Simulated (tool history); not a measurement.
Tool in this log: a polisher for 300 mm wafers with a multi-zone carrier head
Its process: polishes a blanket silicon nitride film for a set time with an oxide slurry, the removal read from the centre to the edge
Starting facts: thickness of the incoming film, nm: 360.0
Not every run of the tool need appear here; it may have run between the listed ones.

run,day,flow of slurry (ml/min),pressure of the head's centre zone,pressure of the head's middle zone,pressure of the head's edge zone,abrasive content of the slurry,polishing time (s),film removed at the wafer's centre (angstrom),film removed at mid-radius (angstrom),film removed at the wafer's edge (angstrom)
1,0.000,270,1.00,1.00,1.00,1.00,60,430.01,435.23,425.85
2,0.317,335,1.00,1.00,1.00,1.00,60,445.75,446.74,439.50
3,0.454,335,1.00,1.00,1.00,1.00,70,518.41,513.07,505.81
4,0.646,335,1.00,1.00,1.08,1.00,70,517.96,521.63,522.10
5,0.888,335,1.00,1.00,1.08,1.15,70,545.81,548.97,548.31
6,1.250,335,1.00,1.09,1.08,1.15,70,547.76,586.49,563.29
7,1.408,320,0.97,1.06,1.04,1.10,70,520.08,561.96,533.12

Expected results for the next run?
8,1.550,300,0.95,1.03,1.03,1.10,70,?,?,?

film removed at the wafer's centre (angstrom): 506.32
film removed at mid-radius (angstrom): 544.49
film removed at the wafer's edge (angstrom): 534.76
